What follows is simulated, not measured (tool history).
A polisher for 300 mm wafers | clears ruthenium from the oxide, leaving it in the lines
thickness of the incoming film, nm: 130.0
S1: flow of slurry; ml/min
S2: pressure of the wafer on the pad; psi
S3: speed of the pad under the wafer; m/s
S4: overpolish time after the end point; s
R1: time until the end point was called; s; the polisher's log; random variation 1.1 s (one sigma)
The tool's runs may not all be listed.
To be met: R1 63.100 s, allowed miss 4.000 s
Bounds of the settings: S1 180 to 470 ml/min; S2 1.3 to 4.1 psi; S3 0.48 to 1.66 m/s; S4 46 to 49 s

| run | hour | S1 | S2 | S3 | S4 | R1 |
|---|---|---|---|---|---|---|
| 1 | 0.0 | 300 | 2.7 | 1.06 | 46 | 96.445 |
| 2 | 3.3 | 260 | 2.7 | 1.06 | 46 | 99.653 |
| 3 | 7.7 | 260 | 2.7 | 0.82 | 46 | 127.770 |
| 4 | 15.4 | 215 | 2.7 | 0.82 | 46 | 129.990 |
| 5 | 19.0 | 215 | 2.7 | 0.62 | 46 | 172.150 |
| 6 | 23.8 | 180 | 2.7 | 0.62 | 46 | 174.890 |
| 7 | 25.1 | 185 | 3.0 | 0.70 | 46 | 142.480 |
| 8 | 26.3 | 190 | 3.2 | 0.78 | 46 | 121.800 |
| 9 | 32.8 | 195 | 3.4 | 0.84 | 46 | 106.060 |
| 10 | 33.5 | 200 | 3.6 | 0.90 | 46 | 89.196 |
| 11 | 38.8 | 205 | 3.7 | 0.92 | 46 | 86.824 |

4 next moves are on the table. One of them brings every result within its allowed miss. Which?
| A | 44.1 | 195 | 4.1 | 1.14 | 47 | ? |
| B | 44.1 | 225 | 4.0 | 0.96 | 47 | ? |
| C | 44.1 | 265 | 3.5 | 0.88 | 46 | ? |
| D | 44.1 | 200 | 3.8 | 0.72 | 46 | ? |

| move | R1 |
|---|---|
| A | 61.756 |
| B | 73.621 |
| C | 89.626 |
| D | 103.210 |
A: meets every target
B: nearer than the last run, and not there yet
C: further off than the last run
D: further off than the last run
Move A is the one to make.
